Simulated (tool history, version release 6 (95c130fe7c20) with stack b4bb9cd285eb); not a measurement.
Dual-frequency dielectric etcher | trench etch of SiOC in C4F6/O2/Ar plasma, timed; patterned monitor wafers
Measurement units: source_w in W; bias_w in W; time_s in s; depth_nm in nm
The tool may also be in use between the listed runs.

run,hour,source_w,bias_w,time_s,depth_nm
1,0,330,247,10.5,20.959
2,3.3,360,247,10.5,21.425
3,11.4,360,288,10.5,22.615
4,17.7,320,257,10.5,20.818
5,25.8,320,257,10.5,20.989
6,28.8,290,234,10.5,19.596
7,34.5,270,226,10.5,18.774

Forecast run 8:
# hour 42.2: source power generator calibrated
8,42.2,250,223,10.5,?

depth_nm: 18.648 nm
